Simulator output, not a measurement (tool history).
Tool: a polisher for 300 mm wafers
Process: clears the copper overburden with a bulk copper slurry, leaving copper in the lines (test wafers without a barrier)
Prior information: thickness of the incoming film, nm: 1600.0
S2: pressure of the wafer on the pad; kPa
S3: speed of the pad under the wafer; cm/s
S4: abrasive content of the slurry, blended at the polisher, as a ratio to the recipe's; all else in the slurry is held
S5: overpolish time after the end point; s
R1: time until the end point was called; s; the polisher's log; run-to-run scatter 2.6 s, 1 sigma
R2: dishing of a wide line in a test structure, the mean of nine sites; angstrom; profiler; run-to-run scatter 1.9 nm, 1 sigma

Run 1, hour 0.0: flow of slurry (ml/min) 175, S2 22.8 kPa, S3 136 cm/s, S4 1.0, S5 28 s. Result: R1 127.45 s, R2 888.71 angstrom.
Run 2, hour 8.7: flow of slurry (ml/min) 175, S2 22.1 kPa, S3 136 cm/s, S4 1.0, S5 27 s. Result: R1 134.74 s, R2 857.19 angstrom.
Run 3, hour 13.0: flow of slurry (ml/min) 175, S2 21.4 kPa, S3 136 cm/s, S4 1.0, S5 27 s. Result: R1 139.97 s, R2 831.54 angstrom.
Run 4, hour 20.4: flow of slurry (ml/min) 175, S2 20.7 kPa, S3 136 cm/s, S4 1.0, S5 27 s. Result: R1 142.96 s, R2 854.20 angstrom.
Run 5, hour 27.6: flow of slurry (ml/min) 175, S2 20.7 kPa, S3 136 cm/s, S4 1.0, S5 19 s. Result: R1 145.66 s, R2 780.49 angstrom.
Run 6, hour 33.4: flow of slurry (ml/min) 160, S2 20.7 kPa, S3 136 cm/s, S4 1.0, S5 19 s. Result: R1 144.91 s, R2 749.21 angstrom.

The next listed run, before its measurement:
Run 7, hour 36.6: flow of slurry (ml/min) 160, S2 20.0 kPa, S3 136 cm/s, S4 1.0, S5 20 s. Result: R1 ?, R2 ?.

{"run 7": {"R1": 153.83, "R2": 735.82}}

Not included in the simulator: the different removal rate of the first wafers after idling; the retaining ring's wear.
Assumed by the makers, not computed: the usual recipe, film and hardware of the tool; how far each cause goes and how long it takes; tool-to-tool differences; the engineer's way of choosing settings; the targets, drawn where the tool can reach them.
